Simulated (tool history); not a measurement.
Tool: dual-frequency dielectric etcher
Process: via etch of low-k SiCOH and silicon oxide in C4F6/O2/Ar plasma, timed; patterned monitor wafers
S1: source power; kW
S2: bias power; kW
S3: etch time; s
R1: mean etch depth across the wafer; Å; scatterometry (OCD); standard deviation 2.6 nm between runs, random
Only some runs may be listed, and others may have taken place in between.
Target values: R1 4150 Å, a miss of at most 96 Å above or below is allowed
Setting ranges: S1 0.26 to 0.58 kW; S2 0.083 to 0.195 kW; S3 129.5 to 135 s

run    day    S1     S2     S3      R1
  1      0  0.42  0.139  129.5  3596.3
  2  0.062  0.42  0.127  129.5  3436.5
  3  0.212  0.44   0.13  129.5  3611.1
  4  0.292  0.45  0.131  129.5  3679.1
  5  0.512  0.45  0.117  129.5    3467
  6  0.725   0.5  0.117  129.5  3698.3
  7  0.854   0.5  0.117  129.5    3713
  8  1.133  0.51  0.118  129.5    3800
  9  1.242  0.52  0.118  129.5  3785.7
 10  1.454  0.53   0.12  129.5  3862.6

Next run, 4 choices. One meets every target within its allowed miss, the rest don't. Which?
  A  1.667  0.51  0.134  129.5   ?
  B  1.667  0.54  0.123    131   ?
  C  1.667  0.56  0.128    131   ?
  D  1.667  0.52  0.102    134   ?

move      R1
   A  3938.3
   B  3993.3
   C  4123.3
   D  3769.9
A: an improvement on the last run, though not all results are within tolerance
B: an improvement on the last run, though not all results are within tolerance
C: each result inside its tolerance
D: further off than the last run
So the answer is move C, the one that meets all the targets.
